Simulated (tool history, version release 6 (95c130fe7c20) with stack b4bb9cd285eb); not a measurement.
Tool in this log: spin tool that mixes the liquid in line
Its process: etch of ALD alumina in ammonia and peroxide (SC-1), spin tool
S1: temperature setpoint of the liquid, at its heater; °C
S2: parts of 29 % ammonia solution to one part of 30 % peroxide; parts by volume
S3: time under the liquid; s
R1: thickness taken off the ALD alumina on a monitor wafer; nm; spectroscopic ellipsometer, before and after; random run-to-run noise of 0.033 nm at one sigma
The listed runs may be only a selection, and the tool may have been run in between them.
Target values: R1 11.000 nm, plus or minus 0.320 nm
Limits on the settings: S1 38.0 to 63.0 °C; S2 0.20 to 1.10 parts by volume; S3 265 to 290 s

{"run": 1, "hour": 0.0, "S1": 47.0, "S2": 0.6, "S3": 265, "R1": 14.514}
{"run": 2, "hour": 4.4, "S1": 46.5, "S2": 0.6, "S3": 265, "R1": 14.228}
{"run": 3, "hour": 9.4, "S1": 46.5, "S2": 0.8, "S3": 265, "R1": 14.499}
{"run": 4, "hour": 11.2, "S1": 46.0, "S2": 0.8, "S3": 265, "R1": 14.131}
{"run": 5, "hour": 18.9, "S1": 46.0, "S2": 0.8, "S3": 265, "R1": 14.112}
{"run": 6, "hour": 23.1, "S1": 46.0, "S2": 0.8, "S3": 290, "R1": 15.426}
{"run": 7, "hour": 24.1, "S1": 45.5, "S2": 0.8, "S3": 290, "R1": 15.022}
{"run": 8, "hour": 27.3, "S1": 45.0, "S2": 0.8, "S3": 290, "R1": 14.524}
{"run": 9, "hour": 33.2, "S1": 39.0, "S2": 0.8, "S3": 290, "R1": 10.275}
{"run": 10, "hour": 38.9, "S1": 39.5, "S2": 0.8, "S3": 290, "R1": 10.644}

Which one of the following 4 next-run settings gets every result inside its allowed miss? There is exactly one.
{"run": "A", "hour": 44.6, "S1": 41.0, "S2": 0.45, "S3": 290, "R1": "?"}
{"run": "B", "hour": 44.6, "S1": 39.5, "S2": 0.8, "S3": 285, "R1": "?"}
{"run": "C", "hour": 44.6, "S1": 39.0, "S2": 0.85, "S3": 290, "R1": "?"}
{"run": "D", "hour": 44.6, "S1": 40.0, "S2": 0.9, "S3": 275, "R1": "?"}

move=A R1=11.036
move=B R1=10.490
move=C R1=10.423
move=D R1=10.544
A: every result lands within tolerance
B: its largest miss is bigger than the last run's
C: its largest miss is bigger than the last run's
D: its largest miss is bigger than the last run's
So the answer is move A, the one that meets all the targets.
